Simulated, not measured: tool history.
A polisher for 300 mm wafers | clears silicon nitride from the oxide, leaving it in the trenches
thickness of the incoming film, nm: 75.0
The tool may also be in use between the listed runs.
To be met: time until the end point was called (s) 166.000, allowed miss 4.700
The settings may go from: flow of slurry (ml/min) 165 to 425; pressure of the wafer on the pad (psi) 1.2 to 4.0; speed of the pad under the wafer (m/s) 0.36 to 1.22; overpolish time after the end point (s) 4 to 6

run	hour	flow of slurry (ml/min)	pressure of the wafer on the pad (psi)	speed of the pad under the wafer (m/s)	overpolish time after the end point (s)	time until the end point was called (s)
1	0.0	275	2.6	0.78	6	120.200
2	7.6	275	2.6	0.92	6	105.910
3	13.7	275	2.6	0.92	4	104.860
4	14.2	275	3.1	0.92	4	94.697
5	18.8	275	2.8	0.92	4	102.320
6	19.7	270	2.4	0.90	4	113.640
7	23.3	270	1.7	0.80	4	153.690
8	24.8	270	1.6	0.80	4	158.910
9	27.8	270	1.6	0.80	4	158.780

Which of these 4 next moves meets every target?
A	30.8	290	1.6	0.84	4	?
B	30.8	310	1.7	0.80	5	?
C	30.8	265	1.6	0.76	5	?
D	30.8	270	1.8	0.76	4	?

move	time until the end point was called (s)
A	151.000
B	150.310
C	164.310
D	153.120
A: further off than the last run
B: further off than the last run
C: meets every target
D: further off than the last run
Move C is the one to make.

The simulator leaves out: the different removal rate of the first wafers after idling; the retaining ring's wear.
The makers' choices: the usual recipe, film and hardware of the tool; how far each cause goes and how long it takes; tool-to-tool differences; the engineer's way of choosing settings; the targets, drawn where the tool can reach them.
